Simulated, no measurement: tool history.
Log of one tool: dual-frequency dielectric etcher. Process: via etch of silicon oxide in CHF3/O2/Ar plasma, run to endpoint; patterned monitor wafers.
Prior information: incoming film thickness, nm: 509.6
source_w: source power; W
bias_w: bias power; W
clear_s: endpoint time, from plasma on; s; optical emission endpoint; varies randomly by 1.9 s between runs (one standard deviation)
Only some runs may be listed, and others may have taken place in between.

run  hour  source_w  bias_w  clear_s
  1   0.0       700     146   246.48
  2   8.5       660     141   252.60
  3  12.2       620     135   265.75
  4  15.3       590     134   263.81
  5  22.5       560     128   278.09
  6  25.9       560     147   260.71
  7  33.1       540     142   268.48

Run 8 comes next. What will it give?
  8  38.5       520     138        ?

Run 8 gave clear_s 274.77 s.

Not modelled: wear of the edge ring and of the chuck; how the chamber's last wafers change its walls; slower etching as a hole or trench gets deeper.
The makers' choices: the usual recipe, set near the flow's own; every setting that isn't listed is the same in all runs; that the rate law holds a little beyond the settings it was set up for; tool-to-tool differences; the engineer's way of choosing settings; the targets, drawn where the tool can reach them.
